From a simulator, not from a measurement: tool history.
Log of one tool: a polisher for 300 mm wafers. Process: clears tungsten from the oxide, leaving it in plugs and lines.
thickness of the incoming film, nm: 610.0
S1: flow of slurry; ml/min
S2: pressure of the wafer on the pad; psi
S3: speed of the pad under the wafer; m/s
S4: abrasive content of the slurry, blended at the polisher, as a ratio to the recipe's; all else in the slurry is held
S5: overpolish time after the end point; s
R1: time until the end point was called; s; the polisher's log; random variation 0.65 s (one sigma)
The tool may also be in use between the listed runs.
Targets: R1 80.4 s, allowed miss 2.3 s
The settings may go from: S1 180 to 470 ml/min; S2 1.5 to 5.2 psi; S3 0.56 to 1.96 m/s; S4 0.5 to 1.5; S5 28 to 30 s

run,hour,S1,S2,S3,S4,S5,R1
1,0,300,3.3,1.26,1,28,159.73
2,7.5,270,3.3,1.26,1,28,163.43
3,12.1,270,3.3,1.26,1,28,162.98
4,15.3,280,3.6,1.28,1,28,147.05
5,15.9,280,3.6,1.44,1,28,134.72
6,19.6,280,3.6,1.44,1.15,28,131.21
7,21.1,290,3.9,1.44,1.15,28,122.25
8,25,290,3.9,1.44,1.15,28,120.46
9,32.8,295,4.1,1.46,1.15,28,114.77
10,35.3,295,4.3,1.48,1.15,28,108.77
11,38,295,4.5,1.5,1.15,28,102.5
12,41.9,295,4.6,1.52,1.15,28,99.132
13,49.4,295,4.7,1.54,1.15,28,95.975
14,52.8,295,4.8,1.56,1.15,28,92.76
15,55.9,295,4.9,1.58,1.15,28,90.383
16,64.7,300,5,1.6,1.15,28,87.125
17,66.4,300,5,1.62,1.15,28,88.904
18,67.5,300,5,1.64,1.15,28,86.181
19,76,300,5.1,1.66,1.15,28,83.54

4 next moves are on the table. One of them brings every result within its allowed miss. Which?
A,84.5,290,5.2,1.62,1,30,?
B,84.5,290,4.9,1.62,1.2,28,?
C,84.5,280,5.2,1.72,1.15,30,?
D,84.5,265,4.8,1.64,1.25,28,?

move,R1
A,88.644
B,89.391
C,81.646
D,90.503
A: further off than the last run
B: further off than the last run
C: meets every target
D: further off than the last run
Answer: C

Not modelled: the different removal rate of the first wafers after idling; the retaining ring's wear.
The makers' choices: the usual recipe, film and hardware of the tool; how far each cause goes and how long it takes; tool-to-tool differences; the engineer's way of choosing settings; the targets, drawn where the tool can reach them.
